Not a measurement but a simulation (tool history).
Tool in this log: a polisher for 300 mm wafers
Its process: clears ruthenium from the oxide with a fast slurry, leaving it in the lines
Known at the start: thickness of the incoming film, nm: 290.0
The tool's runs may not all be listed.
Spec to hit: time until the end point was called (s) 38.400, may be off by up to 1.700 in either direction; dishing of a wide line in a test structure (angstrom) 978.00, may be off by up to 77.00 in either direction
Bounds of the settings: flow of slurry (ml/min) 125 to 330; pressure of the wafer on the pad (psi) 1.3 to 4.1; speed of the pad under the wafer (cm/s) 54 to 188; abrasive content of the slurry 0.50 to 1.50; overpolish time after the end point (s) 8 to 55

run,hour,flow of slurry (ml/min),pressure of the wafer on the pad (psi),speed of the pad under the wafer (cm/s),abrasive content of the slurry,overpolish time after the end point (s),time until the end point was called (s),dishing of a wide line in a test structure (angstrom)
1,0.0,210,2.7,120,1.00,28,59.141,928.50
2,0.6,210,2.7,120,1.15,28,55.825,1016.30
3,4.8,210,2.9,120,1.15,25,52.155,947.13
4,6.0,235,2.9,120,1.15,25,50.663,916.51
5,8.0,235,2.9,120,1.00,25,54.558,899.83
6,9.1,235,2.9,146,1.00,25,47.432,1032.30
7,16.7,235,3.0,146,1.00,23,45.566,986.24
8,20.4,235,3.0,146,1.00,23,45.334,1024.40
9,26.6,240,3.1,146,1.00,22,42.871,988.26

Pick the move, out of 4, that brings all results within their allowed miss; only one does.
A,32.8,195,3.3,182,0.55,21,?,?
B,32.8,230,3.5,114,1.15,22,?,?
C,32.8,230,2.9,170,0.90,22,?,?
D,32.8,300,3.5,152,0.95,19,?,?

move,time until the end point was called (s),dishing of a wide line in a test structure (angstrom)
A,47.907,887.19
B,44.316,976.20
C,43.123,996.43
D,37.371,993.87
A: its largest miss is bigger than the last run's
B: its largest miss is bigger than the last run's
C: its largest miss is bigger than the last run's
D: every result lands within tolerance
Answer: D
